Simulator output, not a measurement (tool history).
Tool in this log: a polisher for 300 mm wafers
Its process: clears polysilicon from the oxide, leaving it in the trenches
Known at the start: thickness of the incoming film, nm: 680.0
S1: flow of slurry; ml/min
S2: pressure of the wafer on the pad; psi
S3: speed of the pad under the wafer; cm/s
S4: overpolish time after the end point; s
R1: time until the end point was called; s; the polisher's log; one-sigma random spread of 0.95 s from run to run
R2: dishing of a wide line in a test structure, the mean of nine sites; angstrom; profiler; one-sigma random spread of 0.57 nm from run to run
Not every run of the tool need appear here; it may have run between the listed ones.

run,hour,S1,S2,S3,S4,R1,R2
1,0.0,245,3.4,84,21,47.026,487.96
2,3.2,245,4.2,84,21,37.670,485.82
3,7.8,240,3.4,78,17,49.544,477.70
4,12.5,240,2.8,72,17,61.445,457.26
5,13.9,240,2.8,72,12,62.304,450.47
6,19.0,220,2.8,72,12,62.893,437.20
7,23.7,235,2.4,66,16,74.432,457.47
8,30.1,235,2.1,64,18,87.811,440.11

What does the tool deliver on the next run?
9,38.3,260,2.0,64,22,?,?

Run 9 produced R1 90.747 s, R2 464.01 angstrom.
